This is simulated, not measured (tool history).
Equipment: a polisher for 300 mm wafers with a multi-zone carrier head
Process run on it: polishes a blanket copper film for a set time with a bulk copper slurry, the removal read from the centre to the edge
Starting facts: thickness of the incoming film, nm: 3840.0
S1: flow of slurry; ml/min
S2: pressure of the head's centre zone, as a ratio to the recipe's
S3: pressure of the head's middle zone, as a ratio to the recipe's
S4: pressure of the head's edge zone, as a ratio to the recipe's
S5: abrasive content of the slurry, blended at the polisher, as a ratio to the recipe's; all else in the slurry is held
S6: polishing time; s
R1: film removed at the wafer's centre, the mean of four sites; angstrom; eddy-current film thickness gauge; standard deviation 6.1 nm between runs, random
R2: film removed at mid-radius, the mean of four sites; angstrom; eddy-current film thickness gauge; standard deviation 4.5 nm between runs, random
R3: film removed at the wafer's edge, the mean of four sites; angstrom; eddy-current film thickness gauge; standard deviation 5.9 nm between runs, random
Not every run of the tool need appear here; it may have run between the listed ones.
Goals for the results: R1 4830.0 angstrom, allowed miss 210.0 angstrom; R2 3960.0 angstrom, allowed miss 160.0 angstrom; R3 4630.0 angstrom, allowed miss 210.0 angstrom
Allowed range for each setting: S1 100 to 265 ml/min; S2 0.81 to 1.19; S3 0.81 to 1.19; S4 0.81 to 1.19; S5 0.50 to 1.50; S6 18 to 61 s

Run 1, day 0.000: S1 170 ml/min, S2 1.00, S3 1.00, S4 1.00, S5 1.00, S6 39 s. Result: R1 3237.8 angstrom, R2 3376.8 angstrom, R3 3371.0 angstrom.
Run 2, day 0.058: S1 135 ml/min, S2 1.00, S3 1.00, S4 1.00, S5 1.00, S6 39 s. Result: R1 3122.5 angstrom, R2 3244.3 angstrom, R3 3285.4 angstrom.
Run 3, day 0.404: S1 165 ml/min, S2 1.00, S3 1.00, S4 1.00, S5 1.00, S6 39 s. Result: R1 3218.9 angstrom, R2 3293.4 angstrom, R3 3346.1 angstrom.
Run 4, day 0.775: S1 175 ml/min, S2 1.04, S3 0.98, S4 1.04, S5 1.15, S6 40 s. Result: R1 3563.0 angstrom, R2 3483.2 angstrom, R3 3624.1 angstrom.
Run 5, day 0.842: S1 175 ml/min, S2 1.08, S3 0.98, S4 1.04, S5 1.15, S6 40 s. Result: R1 3652.6 angstrom, R2 3446.3 angstrom, R3 3612.0 angstrom.
Run 6, day 1.050: S1 175 ml/min, S2 1.08, S3 0.98, S4 0.99, S5 1.15, S6 40 s. Result: R1 3712.1 angstrom, R2 3446.6 angstrom, R3 3560.7 angstrom.
Run 7, day 1.379: S1 175 ml/min, S2 1.08, S3 0.98, S4 0.99, S5 1.15, S6 40 s. Result: R1 3707.1 angstrom, R2 3427.1 angstrom, R3 3582.9 angstrom.
Run 8, day 1.462: S1 180 ml/min, S2 1.09, S3 0.95, S4 1.01, S5 1.25, S6 42 s. Result: R1 3948.4 angstrom, R2 3613.4 angstrom, R3 3845.7 angstrom.
Run 9, day 1.817: S1 185 ml/min, S2 1.12, S3 0.93, S4 1.04, S5 1.35, S6 43 s. Result: R1 4269.1 angstrom, R2 3719.9 angstrom, R3 3961.6 angstrom.
Run 10, day 2.154: S1 195 ml/min, S2 1.10, S3 0.83, S4 1.14, S5 1.50, S6 49 s. Result: R1 4854.5 angstrom, R2 4039.6 angstrom, R3 4941.0 angstrom.

4 next moves are on the table. One of them brings every result within its allowed miss. Which?
Run A, day 2.492: S1 215 ml/min, S2 1.04, S3 0.86, S4 1.18, S5 1.50, S6 52 s. Result: R1 ?, R2 ?, R3 ?.
Run B, day 2.492: S1 210 ml/min, S2 1.01, S3 0.81, S4 1.15, S5 1.45, S6 50 s. Result: R1 ?, R2 ?, R3 ?.
Run C, day 2.492: S1 215 ml/min, S2 1.08, S3 0.85, S4 1.16, S5 1.40, S6 50 s. Result: R1 ?, R2 ?, R3 ?.
Run D, day 2.492: S1 215 ml/min, S2 1.11, S3 0.85, S4 1.10, S5 1.50, S6 47 s. Result: R1 ?, R2 ?, R3 ?.

move      R1      R2      R3
   A  4981.4  4410.5  5259.0
   B  4609.8  4040.5  4955.4
   C  4923.6  4162.9  4960.5
   D  4807.4  3953.8  4585.2
A: the biggest miss grows against the last run
B: roughly where the last run was
C: the biggest miss grows against the last run
D: all results land within tolerance of their targets
The move that meets every target is D.
